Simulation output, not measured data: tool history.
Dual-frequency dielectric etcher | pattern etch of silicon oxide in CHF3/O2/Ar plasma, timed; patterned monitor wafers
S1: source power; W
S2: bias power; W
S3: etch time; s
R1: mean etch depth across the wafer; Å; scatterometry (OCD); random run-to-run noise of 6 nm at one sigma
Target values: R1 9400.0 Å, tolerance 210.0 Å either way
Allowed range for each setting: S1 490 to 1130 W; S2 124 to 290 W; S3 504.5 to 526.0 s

run	hour	S1	S2	S3	R1
1	0.0	810	207	504.5	10489.0
2	4.8	750	203	504.5	9886.3
3	13.6	730	202	504.5	9842.5
4	21.1	730	238	504.5	10546.0
5	29.0	680	236	504.5	10191.0
6	36.6	750	236	504.5	10840.0
7	43.2	700	234	504.5	10330.0
8	51.6	660	232	504.5	9901.4
9	53.5	640	231	504.5	9694.2

5 next moves are on the table. One of them brings every result within its allowed miss. Which?
A	55.4	680	226	504.5	?
B	55.4	650	225	512.5	?
C	55.4	680	231	504.5	?
D	55.4	630	215	507.5	?
E	55.4	580	212	504.5	?

move	R1
A	10032.0
B	9926.4
C	10132.0
D	9463.1
E	8921.0
A: moves away from the targets compared with the last run
B: moves away from the targets compared with the last run
C: moves away from the targets compared with the last run
D: in spec on every target
E: takes the result that was furthest off past its target
Move D is the one to make.
